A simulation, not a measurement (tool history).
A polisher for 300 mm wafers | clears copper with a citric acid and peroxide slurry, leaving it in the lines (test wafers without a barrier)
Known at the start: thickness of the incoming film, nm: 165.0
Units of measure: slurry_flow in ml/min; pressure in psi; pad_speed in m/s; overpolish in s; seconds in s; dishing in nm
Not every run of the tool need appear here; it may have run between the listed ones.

{"run": 1, "day": 0.0, "slurry_flow": 160, "pressure": 2.1, "pad_speed": 0.94, "slurry_solids": 1.0, "overpolish": 18, "seconds": 101.03, "dishing": 21.179}
{"run": 2, "day": 0.292, "slurry_flow": 130, "pressure": 2.1, "pad_speed": 0.94, "slurry_solids": 1.0, "overpolish": 18, "seconds": 104.97, "dishing": 20.88}
{"run": 3, "day": 0.383, "slurry_flow": 135, "pressure": 2.1, "pad_speed": 0.94, "slurry_solids": 1.0, "overpolish": 19, "seconds": 105.0, "dishing": 22.067}
{"run": 4, "day": 0.729, "slurry_flow": 135, "pressure": 2.1, "pad_speed": 0.94, "slurry_solids": 1.0, "overpolish": 14, "seconds": 104.05, "dishing": 16.72}
{"run": 5, "day": 0.788, "slurry_flow": 140, "pressure": 2.1, "pad_speed": 0.94, "slurry_solids": 1.0, "overpolish": 16, "seconds": 102.42, "dishing": 19.716}
{"run": 6, "day": 0.888, "slurry_flow": 140, "pressure": 2.1, "pad_speed": 1.02, "slurry_solids": 1.0, "overpolish": 16, "seconds": 95.495, "dishing": 19.922}
{"run": 7, "day": 1.112, "slurry_flow": 145, "pressure": 2.1, "pad_speed": 1.02, "slurry_solids": 1.0, "overpolish": 17, "seconds": 94.179, "dishing": 22.205}
{"run": 8, "day": 1.35, "slurry_flow": 145, "pressure": 2.1, "pad_speed": 1.02, "slurry_solids": 1.0, "overpolish": 18, "seconds": 95.966, "dishing": 22.854}
{"run": 9, "day": 1.621, "slurry_flow": 150, "pressure": 2.1, "pad_speed": 1.02, "slurry_solids": 1.0, "overpolish": 19, "seconds": 93.779, "dishing": 23.31}
{"run": 10, "day": 1.854, "slurry_flow": 150, "pressure": 2.1, "pad_speed": 1.02, "slurry_solids": 1.0, "overpolish": 20, "seconds": 95.005, "dishing": 25.856}

Estimate the outcome of run 11 from the log above:
{"run": 11, "day": 1.95, "slurry_flow": 155, "pressure": 2.1, "pad_speed": 1.02, "slurry_solids": 1.0, "overpolish": 21, "seconds": "?", "dishing": "?"}

Run 11 measured seconds 93.350 s, dishing 26.646 nm.
